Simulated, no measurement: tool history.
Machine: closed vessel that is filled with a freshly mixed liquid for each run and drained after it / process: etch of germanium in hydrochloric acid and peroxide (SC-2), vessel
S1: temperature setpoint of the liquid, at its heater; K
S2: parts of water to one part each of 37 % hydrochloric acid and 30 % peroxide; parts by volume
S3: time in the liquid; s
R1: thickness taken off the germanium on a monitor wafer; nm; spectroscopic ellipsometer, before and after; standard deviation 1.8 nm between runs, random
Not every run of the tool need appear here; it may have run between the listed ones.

run,hour,S1,S2,S3,R1
1,0.0,323.15,5.5,90,169.78
2,5.3,323.15,5.5,90,168.98
3,14.4,324.65,5.5,90,179.31
4,15.4,324.65,4.0,90,184.34
5,20.3,325.15,4.0,90,183.08
6,26.1,320.65,4.0,90,159.27
7,27.0,322.15,4.0,90,166.60

Forecast run 8:
8,35.4,323.65,4.0,90,?

R1: 175.80 nm
